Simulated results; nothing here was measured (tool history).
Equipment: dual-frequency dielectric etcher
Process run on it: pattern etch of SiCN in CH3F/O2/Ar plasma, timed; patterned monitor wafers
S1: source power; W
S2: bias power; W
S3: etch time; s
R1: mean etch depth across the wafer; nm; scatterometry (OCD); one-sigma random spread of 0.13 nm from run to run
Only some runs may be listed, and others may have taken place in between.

| run | hour | S1 | S2 | S3 | R1 |
|---|---|---|---|---|---|
| 1 | 0 | 290 | 78 | 82 | 28.088 |
| 2 | 5.5 | 310 | 78 | 82 | 28.476 |
| 3 | 12.2 | 310 | 78 | 82 | 28.107 |
| 4 | 18.8 | 300 | 74 | 82 | 27.72 |
| 5 | 21.4 | 280 | 72 | 82 | 27.342 |
| 6 | 28.4 | 230 | 72 | 82 | 26.224 |

Predict the results of run 7:
| 7 | 36.4 | 220 | 71 | 82 | ? |

For run 7 the tool returned R1 26.22 nm.
